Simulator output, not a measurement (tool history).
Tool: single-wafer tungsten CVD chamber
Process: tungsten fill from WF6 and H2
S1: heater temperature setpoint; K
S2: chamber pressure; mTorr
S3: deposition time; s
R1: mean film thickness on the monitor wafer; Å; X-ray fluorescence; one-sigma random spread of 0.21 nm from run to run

run	hour	S1	S2	S3	R1
1	0	663.15	33700	25.3	633.49
2	1.4	660.15	33600	25.3	588.26
3	5.8	660.15	38200	25.3	623.23
4	11.8	658.15	38100	25.3	597.07
5	18.8	658.15	38100	25.3	596.11
6	22.1	658.15	38100	26.1	614.24

Forecast run 7:
7	29.2	647.15	37700	26.1	?

{"run 7": {"R1": 478.58}}
